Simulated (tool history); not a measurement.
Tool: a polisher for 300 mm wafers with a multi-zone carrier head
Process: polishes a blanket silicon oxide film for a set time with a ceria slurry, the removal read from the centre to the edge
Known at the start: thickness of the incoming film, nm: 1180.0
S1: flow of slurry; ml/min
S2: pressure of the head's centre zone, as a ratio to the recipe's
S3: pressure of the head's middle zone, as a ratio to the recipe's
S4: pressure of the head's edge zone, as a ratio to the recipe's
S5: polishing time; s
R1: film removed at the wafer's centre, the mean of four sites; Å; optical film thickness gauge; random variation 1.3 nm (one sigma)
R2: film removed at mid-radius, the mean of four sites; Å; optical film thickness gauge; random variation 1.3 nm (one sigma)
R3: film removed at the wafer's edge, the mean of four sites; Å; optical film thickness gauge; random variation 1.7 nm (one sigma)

Run 1, day 0: S1 120 ml/min, S2 1, S3 1, S4 1, S5 64 s. Result: R1 2774 Å, R2 2770.1 Å, R3 2820 Å.
Run 2, day 0.375: S1 110 ml/min, S2 1, S3 1, S4 1, S5 64 s. Result: R1 2723 Å, R2 2724.5 Å, R3 2770.1 Å.
Run 3, day 0.571: S1 110 ml/min, S2 1, S3 0.95, S4 1, S5 64 s. Result: R1 2697.9 Å, R2 2582.4 Å, R3 2796.6 Å.
Run 4, day 0.871: S1 135 ml/min, S2 1, S3 0.95, S4 1, S5 64 s. Result: R1 2824.1 Å, R2 2706.1 Å, R3 2883.4 Å.
Run 5, day 1.192: S1 145 ml/min, S2 1, S3 0.95, S4 1, S5 64 s. Result: R1 2904.1 Å, R2 2776.8 Å, R3 2883.3 Å.
At day 1.408: worn pad replaced by a new one.
Run 6, day 1.408: S1 135 ml/min, S2 0.98, S3 0.93, S4 0.96, S5 62 s. Result: R1 2929.5 Å, R2 2801.8 Å, R3 2923.1 Å.
Run 7, day 1.525: S1 125 ml/min, S2 1, S3 0.95, S4 1, S5 61 s. Result: R1 2857.1 Å, R2 2765.2 Å, R3 2929.8 Å.
Run 8, day 1.65: S1 110 ml/min, S2 0.96, S3 0.94, S4 0.96, S5 54 s. Result: R1 2350.5 Å, R2 2385.9 Å, R3 2502 Å.
Run 9, day 1.921: S1 105 ml/min, S2 0.97, S3 0.94, S4 0.97, S5 53 s. Result: R1 2338.9 Å, R2 2303.1 Å, R3 2447.9 Å.
Run 10, day 2.158: S1 100 ml/min, S2 0.97, S3 0.94, S4 0.98, S5 52 s. Result: R1 2237.8 Å, R2 2257.1 Å, R3 2346.3 Å.
Run 11, day 2.467: S1 75 ml/min, S2 0.98, S3 0.84, S4 1.02, S5 53 s. Result: R1 2120.3 Å, R2 1939.3 Å, R3 2359.7 Å.

Forecast run 12:
Run 12, day 2.667: S1 75 ml/min, S2 0.98, S3 0.85, S4 1.01, S5 53 s. Result: R1 ?, R2 ?, R3 ?.

Run 12 gave R1 2112.1 Å, R2 1951.2 Å, R3 2331 Å.
